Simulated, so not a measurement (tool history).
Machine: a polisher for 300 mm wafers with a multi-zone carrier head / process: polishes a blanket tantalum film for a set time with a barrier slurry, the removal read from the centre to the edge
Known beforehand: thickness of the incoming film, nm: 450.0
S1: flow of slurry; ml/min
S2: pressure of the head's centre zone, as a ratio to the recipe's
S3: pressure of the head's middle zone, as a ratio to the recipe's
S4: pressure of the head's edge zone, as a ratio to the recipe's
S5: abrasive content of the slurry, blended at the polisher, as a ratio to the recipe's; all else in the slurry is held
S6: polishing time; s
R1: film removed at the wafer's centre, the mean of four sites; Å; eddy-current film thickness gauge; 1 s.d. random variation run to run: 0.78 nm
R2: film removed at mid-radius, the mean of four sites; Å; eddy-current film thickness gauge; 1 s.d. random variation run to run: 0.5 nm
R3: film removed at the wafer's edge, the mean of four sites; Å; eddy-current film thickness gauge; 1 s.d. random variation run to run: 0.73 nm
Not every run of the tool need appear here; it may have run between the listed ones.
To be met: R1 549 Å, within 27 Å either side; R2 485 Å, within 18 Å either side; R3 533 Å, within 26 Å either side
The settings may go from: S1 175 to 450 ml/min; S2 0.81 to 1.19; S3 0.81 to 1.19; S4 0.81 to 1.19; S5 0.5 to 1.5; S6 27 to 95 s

{"run": 1, "hour": 0.0, "S1": 290, "S2": 1, "S3": 1, "S4": 1, "S5": 1, "S6": 61, "R1": 939.75, "R2": 919.45, "R3": 924.13}
{"run": 2, "hour": 0.7, "S1": 290, "S2": 1, "S3": 0.91, "S4": 1, "S5": 1, "S6": 61, "R1": 927.32, "R2": 854.95, "R3": 935.61}
{"run": 3, "hour": 9.5, "S1": 290, "S2": 1, "S3": 0.91, "S4": 1.09, "S5": 1, "S6": 61, "R1": 900.6, "R2": 845.71, "R3": 946.9}
{"run": 4, "hour": 16.0, "S1": 290, "S2": 0.96, "S3": 0.91, "S4": 1.09, "S5": 1, "S6": 61, "R1": 896.55, "R2": 834.4, "R3": 954.73}
{"run": 5, "hour": 24.9, "S1": 290, "S2": 0.96, "S3": 0.91, "S4": 1.09, "S5": 1, "S6": 73, "R1": 1041.2, "R2": 1009, "R3": 1153}
{"run": 6, "hour": 30.0, "S1": 290, "S2": 0.97, "S3": 0.91, "S4": 1.08, "S5": 0.85, "S6": 60, "R1": 840.32, "R2": 803.07, "R3": 898.88}
{"run": 7, "hour": 39.0, "S1": 290, "S2": 0.99, "S3": 0.9, "S4": 1.07, "S5": 0.75, "S6": 51, "R1": 722.33, "R2": 662.97, "R3": 739.01}
{"run": 8, "hour": 44.5, "S1": 290, "S2": 0.99, "S3": 0.89, "S4": 1.06, "S5": 0.65, "S6": 46, "R1": 609.2, "R2": 559.53, "R3": 633.05}
{"run": 9, "hour": 45.9, "S1": 290, "S2": 1, "S3": 0.88, "S4": 1.02, "S5": 0.6, "S6": 45, "R1": 569.93, "R2": 538.66, "R3": 594.47}
{"run": 10, "hour": 49.7, "S1": 290, "S2": 1.03, "S3": 0.86, "S4": 0.99, "S5": 0.55, "S6": 45, "R1": 602.81, "R2": 512.26, "R3": 578.3}
{"run": 11, "hour": 53.2, "S1": 290, "S2": 1.02, "S3": 0.86, "S4": 0.97, "S5": 0.55, "S6": 45, "R1": 575.2, "R2": 507.59, "R3": 561.71}

5 candidate next runs follow, results not yet known. Just one meets every target within its allowed miss. Identify it.
{"run": "A", "hour": 56.7, "S1": 305, "S2": 1.12, "S3": 0.85, "S4": 0.97, "S5": 0.6, "S6": 41, "R1": "?", "R2": "?", "R3": "?"}
{"run": "B", "hour": 56.7, "S1": 300, "S2": 1.02, "S3": 0.86, "S4": 0.93, "S5": 0.5, "S6": 44, "R1": "?", "R2": "?", "R3": "?"}
{"run": "C", "hour": 56.7, "S1": 300, "S2": 1.12, "S3": 0.85, "S4": 1.01, "S5": 0.55, "S6": 43, "R1": "?", "R2": "?", "R3": "?"}
{"run": "D", "hour": 56.7, "S1": 270, "S2": 0.97, "S3": 0.81, "S4": 0.96, "S5": 0.5, "S6": 50, "R1": "?", "R2": "?", "R3": "?"}
{"run": "E", "hour": 56.7, "S1": 305, "S2": 0.98, "S3": 0.81, "S4": 1.09, "S5": 0.6, "S6": 43, "R1": "?", "R2": "?", "R3": "?"}

move=A R1=607 R2=480.78 R3=531.18
move=B R1=561.9 R2=494.09 R3=529.88
move=C R1=620.01 R2=491.14 R3=553.54
move=D R1=598.85 R2=528.43 R3=606.13
move=E R1=556.33 R2=485.01 R3=590.15
A: gets the furthest-off result to its target, but another result is out of tolerance
B: all results in spec
C: gets the furthest-off result to its target, but another result is out of tolerance
D: misses by more than the last run did
E: gets the furthest-off result to its target, but another result is out of tolerance
B meets every target.
